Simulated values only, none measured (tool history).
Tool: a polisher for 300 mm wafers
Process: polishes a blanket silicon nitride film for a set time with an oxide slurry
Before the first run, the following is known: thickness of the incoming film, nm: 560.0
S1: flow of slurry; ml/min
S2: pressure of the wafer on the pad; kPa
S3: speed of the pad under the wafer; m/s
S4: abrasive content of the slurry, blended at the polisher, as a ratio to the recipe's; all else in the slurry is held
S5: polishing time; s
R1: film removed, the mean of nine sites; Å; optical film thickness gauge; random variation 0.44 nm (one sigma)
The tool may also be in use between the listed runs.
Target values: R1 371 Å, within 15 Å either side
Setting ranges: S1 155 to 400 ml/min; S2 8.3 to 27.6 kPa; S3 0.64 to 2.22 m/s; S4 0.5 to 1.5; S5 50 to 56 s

| run | hour | S1 | S2 | S3 | S4 | S5 | R1 |
|---|---|---|---|---|---|---|---|
| 1 | 0 | 255 | 17.9 | 1.42 | 1 | 56 | 285.75 |
| 2 | 1.7 | 255 | 17.9 | 1.42 | 1 | 56 | 277.97 |
| 3 | 8.9 | 255 | 17.9 | 1.42 | 1.2 | 56 | 319.07 |
| 4 | 15.2 | 255 | 18.6 | 1.42 | 1.2 | 56 | 324.88 |
| 5 | 23.4 | 255 | 22.8 | 1.42 | 1.2 | 56 | 375.68 |
| 6 | 25.5 | 255 | 22.8 | 1.42 | 1.4 | 56 | 422.15 |
| 7 | 32.7 | 255 | 22.1 | 1.42 | 1.4 | 56 | 409.29 |
| 8 | 36.7 | 255 | 22.1 | 1.42 | 1.4 | 56 | 401.23 |

Pick the move, out of 4, that brings all results within their allowed miss; only one does.
| A | 40.7 | 215 | 23.4 | 1.36 | 1.5 | 55 | ? |
| B | 40.7 | 295 | 20 | 1.92 | 1.45 | 51 | ? |
| C | 40.7 | 285 | 22.8 | 1.48 | 1.45 | 54 | ? |
| D | 40.7 | 280 | 22.1 | 1.3 | 1.5 | 53 | ? |

| move | R1 |
|---|---|
| A | 404.23 |
| B | 434.83 |
| C | 417.51 |
| D | 364.21 |
A: misses by more than the last run did
B: misses by more than the last run did
C: misses by more than the last run did
D: all results in spec
Move D is the one to make.
